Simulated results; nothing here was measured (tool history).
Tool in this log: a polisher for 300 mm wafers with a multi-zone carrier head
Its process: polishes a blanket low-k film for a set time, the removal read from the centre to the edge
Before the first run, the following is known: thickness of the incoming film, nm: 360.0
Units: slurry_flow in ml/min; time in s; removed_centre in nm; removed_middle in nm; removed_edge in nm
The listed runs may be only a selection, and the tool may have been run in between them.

run,hour,slurry_flow,centre_zone,middle_zone,edge_zone,slurry_solids,time,removed_centre,removed_middle,removed_edge
1,0.0,290,1.00,1.00,1.00,1.00,40,16.607,16.469,16.358
2,1.8,290,1.00,0.95,1.00,1.00,40,16.567,15.788,16.479
3,7.4,285,1.01,0.92,0.96,0.90,40,15.761,14.466,15.448
4,13.9,285,1.09,0.92,0.96,0.90,40,17.233,14.532,15.405
5,17.6,285,1.09,0.92,0.96,0.75,40,15.615,13.303,13.862
6,20.1,285,1.09,0.92,0.96,0.85,40,16.545,14.134,14.649
7,25.7,280,1.07,0.91,0.94,0.80,40,15.981,13.276,14.439
8,33.1,285,1.06,0.92,0.93,0.75,40,15.047,13.271,13.780
9,34.3,280,1.06,0.91,0.91,0.75,40,15.433,13.100,13.662
10,43.2,275,1.04,0.90,0.90,0.75,40,14.514,12.971,13.423
11,50.1,265,1.04,0.89,0.89,0.75,40,14.754,12.931,13.496
12,55.0,270,1.01,0.85,0.86,0.65,40,13.092,11.378,12.264
13,59.1,270,1.02,0.86,0.88,0.65,40,13.299,11.346,12.323
14,62.9,270,1.03,0.87,0.89,0.65,40,13.454,11.570,12.467

Forecast run 15:
15,69.7,275,1.03,0.88,0.90,0.65,40,?,?,?

Run 15 measured removed_centre 13.664 nm, removed_middle 11.556 nm, removed_edge 12.640 nm.
